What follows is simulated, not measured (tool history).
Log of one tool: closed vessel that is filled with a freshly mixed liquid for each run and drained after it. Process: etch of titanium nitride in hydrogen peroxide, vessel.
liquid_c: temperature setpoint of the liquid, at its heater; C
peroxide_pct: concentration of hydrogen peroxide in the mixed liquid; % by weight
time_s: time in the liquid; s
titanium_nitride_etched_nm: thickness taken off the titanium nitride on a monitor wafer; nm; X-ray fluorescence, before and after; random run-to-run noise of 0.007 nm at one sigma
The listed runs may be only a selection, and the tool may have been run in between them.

run	hour	liquid_c	peroxide_pct	time_s	titanium_nitride_etched_nm
1	0	56	18.5	45	5.5111
2	0.6	51.5	18.5	45	3.9759
3	6.3	51.5	18.5	35	3.0984
4	13	50	18.5	35	2.7748
5	19.6	50	16.5	35	2.7211
6	22.9	50	16.5	35	2.7177
7	28.6	49	16.5	35	2.5333
8	32.2	48.5	16.5	35	2.4572
9	39.6	48	16.5	35	2.3531

Run 10 comes next. What will it give?
10	43.8	47.5	16.5	35	?

{"run 10": {"titanium_nitride_etched_nm": 2.2653}}
